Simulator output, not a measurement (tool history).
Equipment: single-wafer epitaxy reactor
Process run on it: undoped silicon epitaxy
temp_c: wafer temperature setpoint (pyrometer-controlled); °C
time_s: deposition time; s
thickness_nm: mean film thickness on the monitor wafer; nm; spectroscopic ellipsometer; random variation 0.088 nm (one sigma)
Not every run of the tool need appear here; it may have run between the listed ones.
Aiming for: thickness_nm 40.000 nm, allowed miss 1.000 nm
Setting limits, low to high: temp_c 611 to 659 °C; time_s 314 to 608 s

{"run": 1, "hour": 0.0, "temp_c": 635, "time_s": 461, "thickness_nm": 55.952}
{"run": 2, "hour": 2.5, "temp_c": 632, "time_s": 460, "thickness_nm": 51.985}
{"run": 3, "hour": 9.6, "temp_c": 629, "time_s": 459, "thickness_nm": 48.053}
{"run": 4, "hour": 10.9, "temp_c": 638, "time_s": 459, "thickness_nm": 60.321}
{"run": 5, "hour": 19.3, "temp_c": 634, "time_s": 458, "thickness_nm": 54.135}
{"run": 6, "hour": 28.0, "temp_c": 642, "time_s": 458, "thickness_nm": 66.201}
{"run": 7, "hour": 31.9, "temp_c": 637, "time_s": 457, "thickness_nm": 58.432}
{"run": 8, "hour": 35.7, "temp_c": 633, "time_s": 456, "thickness_nm": 52.731}
{"run": 9, "hour": 41.0, "temp_c": 630, "time_s": 455, "thickness_nm": 48.83}
{"run": 10, "hour": 46.0, "temp_c": 630, "time_s": 455, "thickness_nm": 48.756}
{"run": 11, "hour": 47.4, "temp_c": 628, "time_s": 455, "thickness_nm": 46.46}
{"run": 12, "hour": 50.2, "temp_c": 627, "time_s": 455, "thickness_nm": 45.387}
{"run": 13, "hour": 54.4, "temp_c": 626, "time_s": 455, "thickness_nm": 44.212}
{"run": 14, "hour": 57.4, "temp_c": 626, "time_s": 455, "thickness_nm": 43.968}
{"run": 15, "hour": 66.3, "temp_c": 625, "time_s": 455, "thickness_nm": 42.932}
{"run": 16, "hour": 70.1, "temp_c": 621, "time_s": 454, "thickness_nm": 38.729}

Pick the move, out of 4, that brings all results within their allowed miss; only one does.
{"run": "A", "hour": 73.9, "temp_c": 625, "time_s": 390, "thickness_nm": "?"}
{"run": "B", "hour": 73.9, "temp_c": 617, "time_s": 481, "thickness_nm": "?"}
{"run": "C", "hour": 73.9, "temp_c": 618, "time_s": 474, "thickness_nm": "?"}
{"run": "D", "hour": 73.9, "temp_c": 624, "time_s": 436, "thickness_nm": "?"}

move=A thickness_nm=37.010
move=B thickness_nm=37.128
move=C thickness_nm=37.553
move=D thickness_nm=40.329
A: its largest miss is bigger than the last run's
B: its largest miss is bigger than the last run's
C: its largest miss is bigger than the last run's
D: every result within its allowed miss
D meets every target.
